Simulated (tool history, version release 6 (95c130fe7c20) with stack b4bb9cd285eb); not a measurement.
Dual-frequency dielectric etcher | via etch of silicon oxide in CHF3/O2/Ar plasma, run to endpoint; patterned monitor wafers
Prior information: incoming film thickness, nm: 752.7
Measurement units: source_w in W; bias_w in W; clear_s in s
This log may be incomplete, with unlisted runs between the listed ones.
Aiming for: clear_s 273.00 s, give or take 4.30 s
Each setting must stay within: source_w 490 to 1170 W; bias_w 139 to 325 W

Run 1, day 0.000: source_w 830 W, bias_w 232 W. Result: clear_s 321.47 s.
Run 2, day 0.367: source_w 900 W, bias_w 236 W. Result: clear_s 308.44 s.
Run 3, day 0.746: source_w 900 W, bias_w 198 W. Result: clear_s 332.97 s.
Run 4, day 1.017: source_w 900 W, bias_w 234 W. Result: clear_s 309.94 s.
Run 5, day 1.112: source_w 900 W, bias_w 259 W. Result: clear_s 295.79 s.
Run 6, day 1.183: source_w 940 W, bias_w 260 W. Result: clear_s 291.66 s.
Run 7, day 1.412: source_w 1110 W, bias_w 268 W. Result: clear_s 266.58 s.
Run 8, day 1.625: source_w 1100 W, bias_w 268 W. Result: clear_s 266.95 s.
At day 1.725: source power generator calibrated.
Run 9, day 1.725: source_w 1100 W, bias_w 268 W. Result: clear_s 263.49 s.
Run 10, day 1.779: source_w 1090 W, bias_w 268 W. Result: clear_s 263.82 s.
Run 11, day 1.846: source_w 1080 W, bias_w 268 W. Result: clear_s 266.67 s.
Run 12, day 2.083: source_w 1070 W, bias_w 268 W. Result: clear_s 265.46 s.

4 candidate next runs follow, results not yet known. Just one meets every target within its allowed miss. Identify it.
Run A, day 2.321: source_w 890 W, bias_w 277 W. Result: clear_s ?.
Run B, day 2.321: source_w 850 W, bias_w 298 W. Result: clear_s ?.
Run C, day 2.321: source_w 1140 W, bias_w 242 W. Result: clear_s ?.
Run D, day 2.321: source_w 1080 W, bias_w 238 W. Result: clear_s ?.

move  clear_s
   A   283.57
   B   279.94
   C   270.56
   D   279.09
A: moves the result that the last run missed by most past its target, out the other side
B: moves the result that the last run missed by most past its target, out the other side
C: all results land within tolerance of their targets
D: moves the result that the last run missed by most past its target, out the other side
The move that meets every target is C.
